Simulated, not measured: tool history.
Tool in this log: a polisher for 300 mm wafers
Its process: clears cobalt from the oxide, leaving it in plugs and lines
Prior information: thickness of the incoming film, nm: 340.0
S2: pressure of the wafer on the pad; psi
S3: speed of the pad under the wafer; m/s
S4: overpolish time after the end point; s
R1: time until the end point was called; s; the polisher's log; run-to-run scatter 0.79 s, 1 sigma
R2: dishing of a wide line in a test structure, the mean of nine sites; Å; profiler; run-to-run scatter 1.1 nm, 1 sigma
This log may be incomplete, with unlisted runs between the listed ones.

Run 1, hour 0.0: flow of slurry (ml/min) 170, S2 2.0 psi, S3 0.92 m/s, S4 23 s. Result: R1 74.161 s, R2 645.26 Å.
Run 2, hour 6.1: flow of slurry (ml/min) 170, S2 1.6 psi, S3 0.92 m/s, S4 23 s. Result: R1 89.521 s, R2 582.02 Å.
Run 3, hour 14.1: flow of slurry (ml/min) 210, S2 1.6 psi, S3 0.92 m/s, S4 23 s. Result: R1 89.260 s, R2 607.55 Å.
Run 4, hour 22.9: flow of slurry (ml/min) 210, S2 1.8 psi, S3 0.92 m/s, S4 23 s. Result: R1 78.318 s, R2 605.85 Å.
At hour 26.9: worn pad replaced by a new one.
Run 5, hour 26.9: flow of slurry (ml/min) 210, S2 1.3 psi, S3 0.92 m/s, S4 23 s. Result: R1 96.670 s, R2 559.98 Å.
Run 6, hour 27.6: flow of slurry (ml/min) 210, S2 1.6 psi, S3 0.94 m/s, S4 23 s. Result: R1 81.011 s, R2 634.42 Å.
Run 7, hour 35.3: flow of slurry (ml/min) 210, S2 1.6 psi, S3 0.94 m/s, S4 23 s. Result: R1 79.777 s, R2 616.10 Å.

Run 8 has not been measured yet. What should we expect?
Run 8, hour 39.1: flow of slurry (ml/min) 215, S2 1.7 psi, S3 0.94 m/s, S4 23 s. Result: R1 ?, R2 ?.

R1: 78.165 s
R2: 656.59 Å
